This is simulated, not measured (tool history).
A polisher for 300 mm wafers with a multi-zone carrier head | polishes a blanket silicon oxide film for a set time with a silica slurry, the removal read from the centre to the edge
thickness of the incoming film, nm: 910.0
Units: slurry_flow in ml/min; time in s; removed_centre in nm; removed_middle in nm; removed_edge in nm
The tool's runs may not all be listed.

| run | hour | slurry_flow | centre_zone | middle_zone | edge_zone | slurry_solids | time | removed_centre | removed_middle | removed_edge |
|---|---|---|---|---|---|---|---|---|---|---|
| 1 | 0 | 280 | 1 | 1 | 1 | 1 | 66 | 148.42 | 148.02 | 150.53 |
| 2 | 2.5 | 280 | 1 | 0.99 | 0.99 | 0.95 | 66 | 143.1 | 144.87 | 142.93 |
| 3 | 11 | 280 | 1 | 0.97 | 0.98 | 0.9 | 66 | 142.86 | 139.83 | 141.02 |
| 4 | 16.8 | 280 | 1 | 0.97 | 0.98 | 0.9 | 72 | 153.67 | 155.21 | 153.09 |
| 5 | 21.8 | 280 | 1 | 0.96 | 0.98 | 0.85 | 71 | 150.37 | 147.82 | 145.02 |
| 6 | 26 | 280 | 0.99 | 0.95 | 0.98 | 0.8 | 71 | 143.54 | 143.12 | 143.46 |
| 7 | 29.3 | 280 | 0.99 | 0.94 | 0.97 | 0.75 | 71 | 144.25 | 133.79 | 139.85 |
| 8 | 35.5 | 280 | 0.98 | 0.95 | 0.96 | 0.7 | 71 | 136.51 | 134.01 | 135.55 |
| 9 | 38.1 | 280 | 0.98 | 0.95 | 0.95 | 0.7 | 71 | 137.7 | 135.45 | 136.65 |
| 10 | 44.8 | 280 | 0.98 | 0.95 | 0.94 | 0.7 | 70 | 135.32 | 135.08 | 131.21 |

Run 11 comes next. What will it give?
| 11 | 53.7 | 280 | 0.98 | 0.94 | 0.93 | 0.7 | 70 | ? | ? | ? |

Run 11 gave removed_centre 136.21 nm, removed_middle 130.65 nm, removed_edge 137.55 nm.
